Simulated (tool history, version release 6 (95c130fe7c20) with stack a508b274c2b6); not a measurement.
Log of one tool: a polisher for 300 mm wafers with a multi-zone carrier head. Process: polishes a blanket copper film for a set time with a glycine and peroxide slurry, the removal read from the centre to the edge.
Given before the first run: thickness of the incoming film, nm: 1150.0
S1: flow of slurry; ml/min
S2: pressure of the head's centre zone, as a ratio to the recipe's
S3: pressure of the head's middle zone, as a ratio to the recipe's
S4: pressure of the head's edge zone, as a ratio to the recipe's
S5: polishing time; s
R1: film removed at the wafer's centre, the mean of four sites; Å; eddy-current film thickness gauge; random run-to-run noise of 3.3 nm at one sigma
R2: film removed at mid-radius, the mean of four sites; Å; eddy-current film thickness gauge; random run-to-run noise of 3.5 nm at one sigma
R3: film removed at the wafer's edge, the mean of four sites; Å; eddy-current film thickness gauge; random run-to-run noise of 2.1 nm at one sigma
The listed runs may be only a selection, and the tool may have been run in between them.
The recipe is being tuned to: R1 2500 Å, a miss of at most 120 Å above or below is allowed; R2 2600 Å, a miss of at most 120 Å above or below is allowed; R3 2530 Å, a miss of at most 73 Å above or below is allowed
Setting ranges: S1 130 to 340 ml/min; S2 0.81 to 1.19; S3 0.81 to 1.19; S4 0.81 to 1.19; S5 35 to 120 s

run,hour,S1,S2,S3,S4,S5,R1,R2,R3
1,0,220,1,1,1,77,2793.4,2899.2,2806.1
2,4.2,215,0.99,0.99,0.99,76,2777.4,2740.2,2786.5
3,11,215,0.98,1,0.98,75,2670.3,2810.4,2715.1
4,19.3,215,0.98,1,0.98,92,3343.2,3410,3301.5
5,27.6,165,0.98,1,0.98,92,3195,3218.4,3282.1
6,36.1,195,0.98,1,0.98,92,3284.3,3384.4,3304.1
# hour 38.5: worn pad replaced by a new one
7,38.5,195,0.97,1,0.97,89,3350.5,3509.7,3323.8
8,42.1,200,0.99,1.03,0.99,88,3240.1,3498.7,3369.9
9,44,200,0.97,1.01,0.98,87,3345.1,3480.3,3327.3
10,52.2,200,0.99,1.01,0.98,86,3326.7,3365.7,3337.5
11,53.7,195,0.97,1,0.97,86,3180.1,3327.8,3308.3
12,60.5,205,0.97,1,1,85,3170.3,3427.9,3316.8
13,68.7,210,0.97,1,1,82,3092.8,3237,3122.1
14,72.2,205,0.97,1.01,0.97,81,3109.6,3158.9,3068.9
15,78.4,215,0.99,1.01,0.98,80,3050.6,3153.2,3056.7
16,84,225,0.98,1,0.99,78,2979.9,3119.9,3034.1
17,92.8,220,0.98,1,0.98,76,2898.3,2995.2,2914.4
18,97.3,225,0.99,1,0.99,74,2865.9,2929.5,2852.6
19,106,225,0.98,1,0.99,72,2784.2,2813.6,2794.2

Which single option among these 4 for the next run brings every result within its allowed miss of target? Just one does.
A,114.7,315,0.93,0.97,0.93,66,?,?,?
B,114.7,190,1.12,1.09,0.89,75,?,?,?
C,114.7,195,0.99,0.82,0.96,82,?,?,?
D,114.7,150,0.81,1,1.19,78,?,?,?

move,R1,R2,R3
A,2523.2,2634.5,2538.5
B,3135.1,3063,2721.7
C,3121,2831.3,3096.9
D,2473.5,2938.7,3201.1
A: in spec on every target
B: lands further from the targets than the last run did
C: lands further from the targets than the last run did
D: lands further from the targets than the last run did
A meets every target.
